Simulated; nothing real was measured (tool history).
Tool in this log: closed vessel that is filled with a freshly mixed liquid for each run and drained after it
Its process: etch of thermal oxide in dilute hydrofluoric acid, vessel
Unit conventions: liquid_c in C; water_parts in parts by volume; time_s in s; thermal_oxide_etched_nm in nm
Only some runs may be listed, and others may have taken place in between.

run	hour	liquid_c	water_parts	time_s	thermal_oxide_etched_nm
1	0.0	20.0	45	85	9.7571
2	6.0	17.0	45	85	8.5264
3	12.2	17.0	60	85	6.1670
4	20.9	19.0	60	85	6.8615
5	27.7	17.0	60	85	6.2250
6	36.0	18.5	60	85	6.6734
7	39.3	19.5	60	85	6.9520
8	41.1	20.5	60	85	7.0706

What does the tool deliver on the next run?
9	43.5	21.5	60	85	?

{"run 9": {"thermal_oxide_etched_nm": 7.542}}
